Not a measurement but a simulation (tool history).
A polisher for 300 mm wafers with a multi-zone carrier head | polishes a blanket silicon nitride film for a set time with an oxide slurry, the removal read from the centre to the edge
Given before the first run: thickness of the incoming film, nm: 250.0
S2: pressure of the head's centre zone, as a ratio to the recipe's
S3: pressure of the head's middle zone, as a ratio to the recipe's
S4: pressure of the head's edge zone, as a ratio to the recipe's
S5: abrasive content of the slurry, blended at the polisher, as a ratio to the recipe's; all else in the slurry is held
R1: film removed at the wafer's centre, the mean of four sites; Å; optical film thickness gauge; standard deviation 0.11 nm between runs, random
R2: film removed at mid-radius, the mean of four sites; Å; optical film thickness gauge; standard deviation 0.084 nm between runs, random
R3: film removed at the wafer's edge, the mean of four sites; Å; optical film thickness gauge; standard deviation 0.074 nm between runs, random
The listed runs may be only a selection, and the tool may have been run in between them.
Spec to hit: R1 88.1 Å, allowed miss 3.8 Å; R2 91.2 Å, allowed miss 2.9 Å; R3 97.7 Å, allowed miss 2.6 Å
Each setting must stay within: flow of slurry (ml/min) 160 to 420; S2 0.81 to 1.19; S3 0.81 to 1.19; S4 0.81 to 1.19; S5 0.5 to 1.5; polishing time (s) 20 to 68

run 1 hour=0 | flow_of_slurry_(ml/min)=270 S2=1 S3=1 S4=1 S5=1 polishing_time_(s)=44 | R1=143.4 R2=143.27 R3=145.31
run 2 hour=6.7 | flow_of_slurry_(ml/min)=320 S2=1 S3=1 S4=1 S5=1 polishing_time_(s)=44 | R1=149.62 R2=143.85 R3=146.9
run 3 hour=8.4 | flow_of_slurry_(ml/min)=305 S2=0.95 S3=0.96 S4=0.96 S5=0.85 polishing_time_(s)=42 | R1=126.56 R2=125.52 R3=129.82
run 4 hour=15.4 | flow_of_slurry_(ml/min)=305 S2=0.95 S3=0.96 S4=0.96 S5=0.85 polishing_time_(s)=32 | R1=96.045 R2=97.487 R3=98.669
run 5 hour=19.6 | flow_of_slurry_(ml/min)=305 S2=0.95 S3=1.04 S4=0.96 S5=0.85 polishing_time_(s)=32 | R1=97.643 R2=102.58 R3=97.933
run 6 hour=21.4 | flow_of_slurry_(ml/min)=305 S2=0.95 S3=1.12 S4=0.96 S5=0.85 polishing_time_(s)=32 | R1=97.608 R2=106.96 R3=99.56
run 7 hour=28.4 | flow_of_slurry_(ml/min)=290 S2=0.94 S3=1.05 S4=0.98 S5=0.85 polishing_time_(s)=32 | R1=94.39 R2=101.95 R3=100.07
run 8 hour=33.9 | flow_of_slurry_(ml/min)=275 S2=0.94 S3=1.01 S4=0.98 S5=0.85 polishing_time_(s)=32 | R1=95.131 R2=100.06 R3=99.972
run 9 hour=36.1 | flow_of_slurry_(ml/min)=275 S2=0.92 S3=0.98 S4=0.98 S5=0.8 polishing_time_(s)=32 | R1=90.958 R2=94.612 R3=98.366

Which of these 4 next moves meets every target?
run A hour=38.3 | flow_of_slurry_(ml/min)=260 S2=0.91 S3=1.01 S4=0.98 S5=0.75 polishing_time_(s)=33 | R1=? R2=? R3=?
run B hour=38.3 | flow_of_slurry_(ml/min)=335 S2=0.91 S3=0.95 S4=1.05 S5=1 polishing_time_(s)=29 | R1=? R2=? R3=?
run C hour=38.3 | flow_of_slurry_(ml/min)=240 S2=0.84 S3=0.99 S4=0.92 S5=0.55 polishing_time_(s)=35 | R1=? R2=? R3=?
run D hour=38.3 | flow_of_slurry_(ml/min)=300 S2=0.99 S3=1.06 S4=0.85 S5=0.85 polishing_time_(s)=31 | R1=? R2=? R3=?

move=A R1=91.87 R2=97.667 R3=97.791
move=B R1=90.323 R2=91.985 R3=98.133
move=C R1=80.713 R2=91.868 R3=91.307
move=D R1=98.951 R2=99.741 R3=91.797
A: further off than the last run
B: all results in spec
C: puts the biggest miss on target and leaves a different result outside tolerance
D: further off than the last run
B meets every target.
